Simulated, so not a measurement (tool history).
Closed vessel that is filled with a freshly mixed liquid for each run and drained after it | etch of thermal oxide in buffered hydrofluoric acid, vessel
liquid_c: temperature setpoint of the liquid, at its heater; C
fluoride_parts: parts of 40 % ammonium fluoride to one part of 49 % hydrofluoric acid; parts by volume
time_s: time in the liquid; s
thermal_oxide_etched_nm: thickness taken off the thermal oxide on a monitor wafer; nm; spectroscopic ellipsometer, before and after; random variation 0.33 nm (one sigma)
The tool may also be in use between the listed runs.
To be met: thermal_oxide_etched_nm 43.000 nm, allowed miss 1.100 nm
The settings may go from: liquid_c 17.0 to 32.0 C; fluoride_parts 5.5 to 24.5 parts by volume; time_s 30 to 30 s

run	day	liquid_c	fluoride_parts	time_s	thermal_oxide_etched_nm
1	0.000	25.0	15.0	30	28.350
2	0.158	26.5	15.0	30	30.471
3	0.204	27.5	15.0	30	32.051
4	0.550	28.5	15.0	30	34.042
5	0.933	29.0	15.0	30	34.891
6	1.179	29.5	15.0	30	35.906
# day 1.379: hydrofluoric acid flow meter replaced
7	1.379	32.0	14.0	30	39.982
8	1.738	32.0	13.5	30	41.236

Which of these 4 next moves meets every target?
A	2.096	29.0	11.0	30	?
B	2.096	30.5	12.5	30	?
C	2.096	31.0	13.0	30	?
D	2.096	32.0	14.0	30	?

move	thermal_oxide_etched_nm
A	42.746
B	40.833
C	40.339
D	39.524
A: meets every target
B: further off than the last run
C: further off than the last run
D: further off than the last run
Answer: A

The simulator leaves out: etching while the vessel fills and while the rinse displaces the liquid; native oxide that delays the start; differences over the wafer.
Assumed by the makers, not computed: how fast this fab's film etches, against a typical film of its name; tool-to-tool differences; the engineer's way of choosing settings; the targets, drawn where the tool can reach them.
